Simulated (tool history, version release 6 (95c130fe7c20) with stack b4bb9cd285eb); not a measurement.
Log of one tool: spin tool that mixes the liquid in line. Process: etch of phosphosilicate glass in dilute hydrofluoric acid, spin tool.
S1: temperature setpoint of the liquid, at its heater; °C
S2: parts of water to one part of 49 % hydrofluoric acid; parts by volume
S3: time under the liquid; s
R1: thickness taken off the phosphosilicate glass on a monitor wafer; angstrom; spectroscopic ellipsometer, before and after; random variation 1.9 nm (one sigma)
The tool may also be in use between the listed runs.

| run | hour | S1 | S2 | S3 | R1 |
|---|---|---|---|---|---|
| 1 | 0 | 22 | 90 | 70 | 871.04 |
| 2 | 3.1 | 22 | 70 | 70 | 1134.7 |
| 3 | 4 | 22 | 90 | 70 | 875.47 |
| 4 | 6.8 | 22 | 90 | 70 | 880.96 |
| 5 | 7.6 | 22 | 90 | 75 | 922.05 |
| 6 | 13.8 | 23 | 85 | 75 | 1034.2 |
| 7 | 16.8 | 23.5 | 80 | 75 | 1105.8 |
| 8 | 19.6 | 24 | 75 | 75 | 1232.9 |
| 9 | 25.7 | 24.5 | 70 | 75 | 1339.7 |

Forecast run 10:
| 10 | 31.7 | 25 | 70 | 75 | ? |

{"run 10": {"R1": 1405.3}}

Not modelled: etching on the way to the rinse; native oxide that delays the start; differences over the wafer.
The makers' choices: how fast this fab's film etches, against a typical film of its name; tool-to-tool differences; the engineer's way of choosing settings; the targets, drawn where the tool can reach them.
